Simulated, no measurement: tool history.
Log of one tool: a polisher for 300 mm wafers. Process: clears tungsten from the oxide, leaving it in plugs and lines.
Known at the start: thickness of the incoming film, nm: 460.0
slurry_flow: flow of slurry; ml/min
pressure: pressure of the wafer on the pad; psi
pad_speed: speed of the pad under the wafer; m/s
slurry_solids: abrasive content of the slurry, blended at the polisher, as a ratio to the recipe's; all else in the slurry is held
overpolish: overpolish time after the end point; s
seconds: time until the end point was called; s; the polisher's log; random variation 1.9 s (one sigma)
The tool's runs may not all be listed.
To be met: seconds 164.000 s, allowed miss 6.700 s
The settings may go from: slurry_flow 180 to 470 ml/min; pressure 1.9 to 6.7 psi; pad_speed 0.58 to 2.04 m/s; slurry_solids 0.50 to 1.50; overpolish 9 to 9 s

Run 1, hour 0.0: slurry_flow 300 ml/min, pressure 4.3 psi, pad_speed 1.30 m/s, slurry_solids 1.00, overpolish 9 s. Result: seconds 73.119 s.
Run 2, hour 2.9: slurry_flow 300 ml/min, pressure 3.6 psi, pad_speed 1.20 m/s, slurry_solids 1.00, overpolish 9 s. Result: seconds 93.959 s.
Run 3, hour 10.6: slurry_flow 300 ml/min, pressure 3.1 psi, pad_speed 1.14 m/s, slurry_solids 1.00, overpolish 9 s. Result: seconds 110.720 s.
Run 4, hour 18.1: slurry_flow 300 ml/min, pressure 2.8 psi, pad_speed 1.10 m/s, slurry_solids 1.00, overpolish 9 s. Result: seconds 125.900 s.
Run 5, hour 25.7: slurry_flow 230 ml/min, pressure 2.8 psi, pad_speed 1.10 m/s, slurry_solids 1.00, overpolish 9 s. Result: seconds 131.410 s.
Run 6, hour 27.4: slurry_flow 230 ml/min, pressure 2.8 psi, pad_speed 1.10 m/s, slurry_solids 1.20, overpolish 9 s. Result: seconds 121.440 s.
Run 7, hour 34.9: slurry_flow 225 ml/min, pressure 2.5 psi, pad_speed 1.08 m/s, slurry_solids 1.20, overpolish 9 s. Result: seconds 136.770 s.
Run 8, hour 38.5: slurry_flow 225 ml/min, pressure 2.3 psi, pad_speed 1.08 m/s, slurry_solids 1.20, overpolish 9 s. Result: seconds 147.260 s.

5 next moves are on the table. One of them brings every result within its allowed miss. Which?
Run A, hour 42.1: slurry_flow 225 ml/min, pressure 2.0 psi, pad_speed 0.96 m/s, slurry_solids 1.20, overpolish 9 s. Result: seconds ?.
Run B, hour 42.1: slurry_flow 180 ml/min, pressure 2.8 psi, pad_speed 0.66 m/s, slurry_solids 1.45, overpolish 9 s. Result: seconds ?.
Run C, hour 42.1: slurry_flow 205 ml/min, pressure 2.0 psi, pad_speed 0.90 m/s, slurry_solids 1.40, overpolish 9 s. Result: seconds ?.
Run D, hour 42.1: slurry_flow 305 ml/min, pressure 2.3 psi, pad_speed 0.96 m/s, slurry_solids 1.00, overpolish 9 s. Result: seconds ?.
Run E, hour 42.1: slurry_flow 220 ml/min, pressure 1.9 psi, pad_speed 1.00 m/s, slurry_solids 1.25, overpolish 9 s. Result: seconds ?.

move  seconds
   A  180.880
   B  184.580
   C  184.680
   D  166.080
   E  179.890
A: takes the result that was furthest off past its target
B: takes the result that was furthest off past its target
C: takes the result that was furthest off past its target
D: meets every target
E: takes the result that was furthest off past its target
Move D is the one to make.

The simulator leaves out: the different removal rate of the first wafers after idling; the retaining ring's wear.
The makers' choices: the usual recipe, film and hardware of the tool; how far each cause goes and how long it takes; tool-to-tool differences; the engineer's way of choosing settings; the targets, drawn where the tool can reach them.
